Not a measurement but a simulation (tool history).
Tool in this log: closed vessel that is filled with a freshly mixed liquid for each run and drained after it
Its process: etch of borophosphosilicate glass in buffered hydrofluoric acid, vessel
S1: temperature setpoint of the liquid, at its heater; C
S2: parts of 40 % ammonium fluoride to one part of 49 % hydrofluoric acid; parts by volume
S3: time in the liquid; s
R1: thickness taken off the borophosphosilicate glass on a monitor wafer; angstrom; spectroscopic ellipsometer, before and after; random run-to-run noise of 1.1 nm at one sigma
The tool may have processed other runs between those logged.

run,hour,S1,S2,S3,R1
1,0,24,8,90,2240.3
2,5.5,24,7,90,2590.9
3,10.6,23.5,7,90,2539.4
4,13.8,23.5,7,100,2796.2
5,19.7,23.5,7,100,2795.1
6,21.1,23,7,100,2705.7
7,26.5,22.5,7,100,2642.2

Run 8 has not been measured yet. What should we expect?
8,32.8,22,7,100,?

{"run 8": {"R1": 2593}}

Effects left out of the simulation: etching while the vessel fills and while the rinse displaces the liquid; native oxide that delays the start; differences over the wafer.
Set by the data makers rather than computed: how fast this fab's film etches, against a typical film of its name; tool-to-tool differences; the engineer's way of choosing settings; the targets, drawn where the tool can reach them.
